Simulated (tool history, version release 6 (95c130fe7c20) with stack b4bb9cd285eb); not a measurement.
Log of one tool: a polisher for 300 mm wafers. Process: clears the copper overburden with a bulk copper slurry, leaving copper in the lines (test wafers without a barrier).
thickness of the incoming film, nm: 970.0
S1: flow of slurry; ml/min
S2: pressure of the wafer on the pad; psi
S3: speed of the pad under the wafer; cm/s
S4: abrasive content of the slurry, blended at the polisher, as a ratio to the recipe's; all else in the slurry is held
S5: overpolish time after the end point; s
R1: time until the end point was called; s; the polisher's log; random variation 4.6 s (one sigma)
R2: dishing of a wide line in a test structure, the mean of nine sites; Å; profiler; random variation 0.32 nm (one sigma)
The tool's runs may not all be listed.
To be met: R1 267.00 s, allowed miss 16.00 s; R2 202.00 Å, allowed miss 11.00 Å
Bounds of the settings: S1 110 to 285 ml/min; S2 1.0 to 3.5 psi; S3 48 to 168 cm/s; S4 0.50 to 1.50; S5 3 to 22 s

| run | day | S1 | S2 | S3 | S4 | S5 | R1 | R2 |
|---|---|---|---|---|---|---|---|---|
| 1 | 0.000 | 180 | 2.2 | 108 | 1.00 | 11 | 138.62 | 465.54 |
| 2 | 0.062 | 180 | 2.0 | 104 | 1.00 | 10 | 155.21 | 403.26 |
| 3 | 0.392 | 180 | 2.0 | 104 | 1.00 | 7 | 151.28 | 297.21 |
| 4 | 0.467 | 180 | 2.3 | 104 | 1.00 | 7 | 133.97 | 336.78 |
| 5 | 0.642 | 180 | 2.3 | 104 | 0.85 | 7 | 135.34 | 327.07 |
| 6 | 0.738 | 180 | 2.1 | 102 | 0.85 | 7 | 148.19 | 304.91 |
| 7 | 1.038 | 180 | 1.9 | 100 | 0.85 | 7 | 164.33 | 280.35 |
| 8 | 1.162 | 180 | 1.7 | 98 | 0.85 | 7 | 191.27 | 241.50 |
| 9 | 1.196 | 180 | 1.6 | 98 | 0.85 | 7 | 199.29 | 228.44 |
| 10 | 1.558 | 175 | 1.0 | 94 | 0.85 | 9 | 324.07 | 187.88 |
| 11 | 1.758 | 180 | 1.0 | 94 | 0.85 | 9 | 330.34 | 190.42 |

4 next moves are on the table. One of them brings every result within its allowed miss. Which?
| A | 1.958 | 170 | 1.1 | 84 | 0.85 | 12 | ? | ? |
| B | 1.958 | 170 | 1.1 | 102 | 0.75 | 8 | ? | ? |
| C | 1.958 | 155 | 1.5 | 66 | 0.65 | 10 | ? | ? |
| D | 1.958 | 245 | 1.1 | 106 | 0.85 | 8 | ? | ? |

| move | R1 | R2 |
|---|---|---|
| A | 327.05 | 242.86 |
| B | 290.68 | 188.86 |
| C | 305.16 | 223.32 |
| D | 263.59 | 205.95 |
A: nearer than the last run, and not there yet
B: nearer than the last run, and not there yet
C: nearer than the last run, and not there yet
D: meets every target
Answer: D
